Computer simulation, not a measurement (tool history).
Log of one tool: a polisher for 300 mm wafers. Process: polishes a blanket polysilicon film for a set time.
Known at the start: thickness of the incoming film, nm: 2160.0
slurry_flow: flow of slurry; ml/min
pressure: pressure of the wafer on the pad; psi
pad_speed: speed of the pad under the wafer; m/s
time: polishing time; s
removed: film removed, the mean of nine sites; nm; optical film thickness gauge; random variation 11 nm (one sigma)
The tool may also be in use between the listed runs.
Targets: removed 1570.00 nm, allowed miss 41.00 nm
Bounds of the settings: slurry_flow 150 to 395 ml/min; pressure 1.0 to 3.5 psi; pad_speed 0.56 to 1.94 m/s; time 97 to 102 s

| run | hour | slurry_flow | pressure | pad_speed | time | removed |
|---|---|---|---|---|---|---|
| 1 | 0.0 | 250 | 2.2 | 1.24 | 97 | 789.06 |
| 2 | 3.2 | 255 | 2.4 | 1.26 | 97 | 870.93 |
| 3 | 5.7 | 255 | 2.6 | 1.28 | 97 | 955.84 |
| 4 | 14.4 | 255 | 2.8 | 1.30 | 97 | 1045.40 |
| 5 | 21.4 | 260 | 2.9 | 1.32 | 97 | 1100.60 |
| 6 | 27.3 | 260 | 3.0 | 1.34 | 97 | 1148.80 |
| 7 | 29.5 | 260 | 3.1 | 1.36 | 97 | 1205.70 |
| 8 | 34.4 | 280 | 3.5 | 1.48 | 97 | 1485.70 |
| 9 | 37.7 | 280 | 3.5 | 1.50 | 97 | 1493.60 |
| 10 | 41.4 | 280 | 3.5 | 1.52 | 97 | 1513.40 |
|  | 44.9 | head pressure recalibrated |
| 11 | 44.9 | 280 | 3.5 | 1.56 | 97 | 1704.10 |

Which of these 4 next moves meets every target?
| A | 48.4 | 270 | 3.1 | 1.44 | 102 | ? |
| B | 48.4 | 315 | 3.4 | 1.38 | 97 | ? |
| C | 48.4 | 280 | 3.4 | 1.50 | 97 | ? |
| D | 48.4 | 235 | 2.8 | 1.72 | 97 | ? |

| move | removed |
|---|---|
| A | 1466.00 |
| B | 1486.50 |
| C | 1594.10 |
| D | 1477.20 |
A: takes the result that was furthest off past its target
B: takes the result that was furthest off past its target
C: meets every target
D: takes the result that was furthest off past its target
Answer: C
